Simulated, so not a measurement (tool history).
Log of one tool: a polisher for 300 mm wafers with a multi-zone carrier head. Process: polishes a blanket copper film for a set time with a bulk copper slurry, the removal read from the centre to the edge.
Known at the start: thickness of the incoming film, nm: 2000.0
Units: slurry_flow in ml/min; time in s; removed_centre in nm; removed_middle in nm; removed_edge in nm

run  hour  slurry_flow  centre_zone  middle_zone  edge_zone  slurry_solids  time  removed_centre  removed_middle  removed_edge
  1     0          320            1            1          1              1    59          641.95          641.95        643.86
  2   4.3          320         1.01            1       1.02           1.05    59          671.35          642.31        671.91
  3  10.2          320         1.01            1       0.98           1.05    59          671.98          646.02        644.33
  4  11.7          320         1.01         0.96       0.98           1.05    59          670.87          635.73        653.75
  5  17.4          350         1.01         0.96       0.98           1.05    59          665.07          645.95        664.74
  6    21          350         1.01         0.96       0.98            0.9    59          642.53          612.54        621.28
  7  24.4          360         1.02         0.97          1           0.95    59          659.86          623.56        646.63
  8  31.4          365         1.03         0.99       1.02              1    59          681.48          645.31        668.79
  9  34.3          375         1.04            1       1.04           1.05    59          695.44          662.76        686.83
 10  39.6          375         1.04            1       1.04           1.05    59          705.47           641.4        685.49
 11  47.5          375         1.04         1.01       1.05            1.1    59          700.04          670.71        701.37

Forecast run 12:
 12  50.5          375         1.04         1.01       1.05            1.1    59               ?               ?             ?

removed_centre: 712.12 nm
removed_middle: 670.71 nm
removed_edge: 703.33 nm
